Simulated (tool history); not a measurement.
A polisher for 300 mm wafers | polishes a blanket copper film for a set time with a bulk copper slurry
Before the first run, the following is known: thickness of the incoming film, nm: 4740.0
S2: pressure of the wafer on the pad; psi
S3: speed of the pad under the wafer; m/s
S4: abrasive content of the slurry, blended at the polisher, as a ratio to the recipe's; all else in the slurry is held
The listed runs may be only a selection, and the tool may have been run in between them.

{"run": 1, "hour": 0.0, "flow of slurry (ml/min)": 300, "S2": 2.7, "S3": 0.98, "S4": 1, "polishing time (s)": 41, "film removed (angstrom)": 2891}
{"run": 2, "hour": 5.8, "flow of slurry (ml/min)": 300, "S2": 2.7, "S3": 1.14, "S4": 1, "polishing time (s)": 41, "film removed (angstrom)": 3503.6}
{"run": 3, "hour": 6.6, "flow of slurry (ml/min)": 300, "S2": 2.7, "S3": 1.14, "S4": 1.15, "polishing time (s)": 41, "film removed (angstrom)": 3504.6}
{"run": 4, "hour": 12.2, "flow of slurry (ml/min)": 300, "S2": 2.7, "S3": 1.14, "S4": 1.25, "polishing time (s)": 41, "film removed (angstrom)": 3527.9}
{"run": 5, "hour": 17.8, "flow of slurry (ml/min)": 300, "S2": 3.1, "S3": 1.14, "S4": 1.25, "polishing time (s)": 41, "film removed (angstrom)": 3999.9}
{"run": 6, "hour": 23.8, "flow of slurry (ml/min)": 365, "S2": 3.1, "S3": 1.14, "S4": 1.25, "polishing time (s)": 41, "film removed (angstrom)": 4069.9}
{"run": 7, "hour": 25.9, "flow of slurry (ml/min)": 365, "S2": 2.7, "S3": 1.08, "S4": 1.25, "polishing time (s)": 41, "film removed (angstrom)": 3378.1}
{"run": 8, "hour": 30.8, "flow of slurry (ml/min)": 365, "S2": 2.3, "S3": 1.04, "S4": 1.25, "polishing time (s)": 41, "film removed (angstrom)": 2975.4}

What will run 9 give?
{"run": 9, "hour": 36.7, "flow of slurry (ml/min)": 365, "S2": 2.3, "S3": 1.04, "S4": 1.25, "polishing time (s)": 41, "film removed (angstrom)": "?"}

film removed (angstrom): 2886.2

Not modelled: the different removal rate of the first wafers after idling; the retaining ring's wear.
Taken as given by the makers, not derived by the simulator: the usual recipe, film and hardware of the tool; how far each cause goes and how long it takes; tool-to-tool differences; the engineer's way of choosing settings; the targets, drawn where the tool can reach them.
